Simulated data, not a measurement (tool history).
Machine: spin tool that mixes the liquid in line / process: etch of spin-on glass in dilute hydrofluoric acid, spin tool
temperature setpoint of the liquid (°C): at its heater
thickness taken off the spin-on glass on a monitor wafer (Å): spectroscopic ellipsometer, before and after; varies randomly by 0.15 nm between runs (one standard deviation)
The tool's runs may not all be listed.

| run | hour | temperature setpoint of the liquid (°C) | parts of water to one part of 49 % hydrofluoric acid (parts by volume) | time under the liquid (s) | thickness taken off the spin-on glass on a monitor wafer (Å) |
|---|---|---|---|---|---|
| 1 | 0 | 23 | 80 | 15 | 107.38 |
| 2 | 1 | 23 | 80 | 15 | 106.18 |
| 3 | 2.2 | 22 | 80 | 15 | 103.64 |
| 4 | 7.1 | 24.5 | 80 | 15 | 115.09 |
|  | 10.1 | thermometer replaced |
| 5 | 10.1 | 25.5 | 80 | 15 | 107.56 |
| 6 | 12.6 | 25.5 | 65 | 15 | 136.36 |
| 7 | 13.7 | 26 | 65 | 15 | 137.18 |
| 8 | 18.7 | 26.5 | 65 | 15 | 142.34 |
| 9 | 21.3 | 27 | 65 | 15 | 143.2 |
| 10 | 23.9 | 27.5 | 65 | 15 | 147.67 |

Estimate the outcome of run 11 from the log above:
| 11 | 30.8 | 28 | 65 | 15 | ? |

thickness taken off the spin-on glass on a monitor wafer (Å): 150.72
